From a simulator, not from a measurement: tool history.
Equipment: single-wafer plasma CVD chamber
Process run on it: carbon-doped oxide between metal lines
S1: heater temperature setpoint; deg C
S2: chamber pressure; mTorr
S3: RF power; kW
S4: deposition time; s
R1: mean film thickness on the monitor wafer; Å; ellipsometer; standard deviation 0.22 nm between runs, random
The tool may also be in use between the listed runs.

run 1 hour=0.0 | S1=370 S2=6380 S3=0.450 S4=7.45 | R1=362.02
run 2 hour=8.3 | S1=369 S2=6500 S3=0.475 S4=7.45 | R1=378.14
run 3 hour=9.1 | S1=369 S2=5810 S3=0.475 S4=7.45 | R1=373.31
run 4 hour=10.7 | S1=368 S2=5970 S3=0.495 S4=7.45 | R1=384.99
run 5 hour=14.9 | S1=367 S2=6120 S3=0.515 S4=7.45 | R1=394.71
run 6 hour=15.9 | S1=373 S2=6120 S3=0.515 S4=7.45 | R1=388.93
run 7 hour=18.3 | S1=371 S2=6270 S3=0.530 S4=7.45 | R1=397.01
run 8 hour=26.7 | S1=369 S2=6350 S3=0.545 S4=7.45 | R1=407.77
run 9 hour=33.5 | S1=368 S2=6420 S3=0.555 S4=7.45 | R1=409.85

For run 10, what comes out?
run 10 hour=38.4 | S1=365 S2=6490 S3=0.565 S4=7.45 | R1=?

R1: 422.59 Å

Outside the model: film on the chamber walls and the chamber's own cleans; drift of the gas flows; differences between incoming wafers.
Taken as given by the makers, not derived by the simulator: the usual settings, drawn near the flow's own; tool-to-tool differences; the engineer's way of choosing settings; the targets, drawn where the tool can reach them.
